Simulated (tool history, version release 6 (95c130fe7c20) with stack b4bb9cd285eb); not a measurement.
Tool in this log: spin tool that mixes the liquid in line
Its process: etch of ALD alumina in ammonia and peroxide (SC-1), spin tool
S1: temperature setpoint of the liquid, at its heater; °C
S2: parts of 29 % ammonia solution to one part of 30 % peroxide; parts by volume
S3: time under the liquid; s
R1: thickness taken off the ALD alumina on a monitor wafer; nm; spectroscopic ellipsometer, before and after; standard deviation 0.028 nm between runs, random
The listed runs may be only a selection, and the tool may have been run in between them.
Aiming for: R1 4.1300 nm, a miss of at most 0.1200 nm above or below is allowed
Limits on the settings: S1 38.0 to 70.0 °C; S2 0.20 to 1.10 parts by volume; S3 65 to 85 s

run 1 hour=0.0 | S1=54.0 S2=0.60 S3=85 | R1=5.6519
run 2 hour=6.6 | S1=54.0 S2=0.75 S3=85 | R1=5.8211
run 3 hour=12.7 | S1=53.0 S2=0.75 S3=85 | R1=5.5265
run 4 hour=18.5 | S1=53.0 S2=0.75 S3=85 | R1=5.4750
run 5 hour=19.7 | S1=52.0 S2=0.75 S3=85 | R1=5.2072
run 6 hour=25.5 | S1=52.0 S2=0.75 S3=85 | R1=5.1790
run 7 hour=27.0 | S1=51.5 S2=0.75 S3=85 | R1=5.0358
run 8 hour=35.7 | S1=47.0 S2=0.75 S3=85 | R1=3.9206

4 candidate next runs follow, results not yet known. Just one meets every target within its allowed miss. Identify it.
run A hour=44.4 | S1=46.0 S2=0.80 S3=85 | R1=?
run B hour=44.4 | S1=45.5 S2=0.55 S3=85 | R1=?
run C hour=44.4 | S1=48.0 S2=0.75 S3=85 | R1=?
run D hour=44.4 | S1=44.5 S2=0.85 S3=85 | R1=?

move=A R1=3.8064
move=B R1=3.5703
move=C R1=4.2328
move=D R1=3.5156
A: misses by more than the last run did
B: misses by more than the last run did
C: every result lands within tolerance
D: misses by more than the last run did
Go with C: it meets all targets.

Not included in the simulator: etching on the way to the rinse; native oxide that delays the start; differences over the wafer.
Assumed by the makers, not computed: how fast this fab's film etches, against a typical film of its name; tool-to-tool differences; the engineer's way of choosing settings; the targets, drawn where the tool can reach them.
